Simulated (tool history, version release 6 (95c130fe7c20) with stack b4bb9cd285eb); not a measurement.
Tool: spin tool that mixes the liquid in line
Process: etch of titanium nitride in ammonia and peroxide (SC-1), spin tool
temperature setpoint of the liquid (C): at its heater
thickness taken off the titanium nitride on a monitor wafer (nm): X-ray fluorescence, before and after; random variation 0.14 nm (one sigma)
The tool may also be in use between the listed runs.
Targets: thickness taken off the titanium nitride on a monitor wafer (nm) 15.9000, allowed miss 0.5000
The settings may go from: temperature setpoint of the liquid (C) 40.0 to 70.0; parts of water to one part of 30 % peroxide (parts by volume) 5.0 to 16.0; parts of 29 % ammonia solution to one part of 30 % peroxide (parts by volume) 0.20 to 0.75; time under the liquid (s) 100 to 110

run  hour  temperature setpoint of the liquid (C)  parts of water to one part of 30 % peroxide (parts by volume)  parts of 29 % ammonia solution to one part of 30 % peroxide (parts by volume)  time under the liquid (s)  thickness taken off the titanium nitride on a monitor wafer (nm)
  1   0.0                                    56.0                                                            9.0                                                                           0.45                        100                                                           13.3160
  2   8.9                                    57.0                                                            9.0                                                                           0.45                        100                                                           14.1460
  3  11.8                                    57.5                                                            9.0                                                                           0.45                        100                                                           14.7760
  4  20.2                                    57.5                                                           10.5                                                                           0.45                        100                                                           13.5640
  5  27.6                                    57.5                                                           10.5                                                                           0.55                        100                                                           13.9800
  6  36.5                                    51.5                                                           10.5                                                                           0.55                        100                                                            9.4994
  7  44.2                                    54.0                                                           10.5                                                                           0.55                        100                                                           11.1290
  8  53.0                                    56.0                                                           10.5                                                                           0.55                        100                                                           12.5540
  9  59.4                                    57.0                                                           10.5                                                                           0.55                        100                                                           13.6210
 10  63.2                                    58.0                                                           10.5                                                                           0.55                        100                                                           14.4500
 11  66.4                                    58.5                                                           10.5                                                                           0.55                        100                                                           14.8750

Which of these 5 next moves meets every target?
  A  69.6                                    56.5                                                           11.5                                                                           0.60                        110                                                                 ?
  B  69.6                                    58.0                                                           10.5                                                                           0.40                        105                                                                 ?
  C  69.6                                    58.5                                                           10.5                                                                           0.60                        105                                                                 ?
  D  69.6                                    57.5                                                           11.0                                                                           0.60                        105                                                                 ?
  E  69.6                                    57.5                                                            8.5                                                                           0.40                        100                                                                 ?

move  thickness taken off the titanium nitride on a monitor wafer (nm)
   A                                                           14.0360
   B                                                           14.4630
   C                                                           16.0520
   D                                                           14.6610
   E                                                           14.8800
A: further off than the last run
B: further off than the last run
C: meets every target
D: further off than the last run
E: as far off as the last run
The right move is C.
